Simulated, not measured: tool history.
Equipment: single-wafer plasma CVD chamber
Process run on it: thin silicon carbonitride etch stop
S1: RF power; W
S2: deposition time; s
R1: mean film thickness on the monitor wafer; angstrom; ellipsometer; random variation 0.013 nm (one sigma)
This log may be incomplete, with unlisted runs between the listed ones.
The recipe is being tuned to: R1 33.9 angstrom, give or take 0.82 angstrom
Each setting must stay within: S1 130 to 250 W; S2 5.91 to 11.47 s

| run | day | S1 | S2 | R1 |
|---|---|---|---|---|
| 1 | 0 | 190 | 8.69 | 49.044 |
| 2 | 0.1 | 175 | 8.69 | 47.688 |
| 3 | 0.271 | 175 | 9.34 | 51.825 |
| 4 | 0.333 | 175 | 8.83 | 48.273 |
| 5 | 0.65 | 150 | 8.83 | 46.054 |
| 6 | 0.683 | 160 | 8.83 | 47.417 |
| 7 | 0.717 | 130 | 7.44 | 37.097 |
| 8 | 0.796 | 130 | 7.33 | 36.597 |
| 9 | 1.046 | 130 | 7.24 | 35.997 |
| 10 | 1.271 | 130 | 7.17 | 35.629 |

Consider the 5 candidate settings below. Which is the only one whose results all fall within their allowed miss of target?
| A | 1.496 | 130 | 6.52 | ? |
| B | 1.496 | 135 | 7.48 | ? |
| C | 1.496 | 145 | 6.56 | ? |
| D | 1.496 | 140 | 6.25 | ? |
| E | 1.496 | 130 | 6.4 | ? |

| move | R1 |
|---|---|
| A | 32.636 |
| B | 37.923 |
| C | 34.067 |
| D | 32.077 |
| E | 32.035 |
A: moves the result that the last run missed by most past its target, out the other side
B: lands further from the targets than the last run did
C: each result inside its tolerance
D: moves the result that the last run missed by most past its target, out the other side
E: moves the result that the last run missed by most past its target, out the other side
Go with C: it meets all targets.
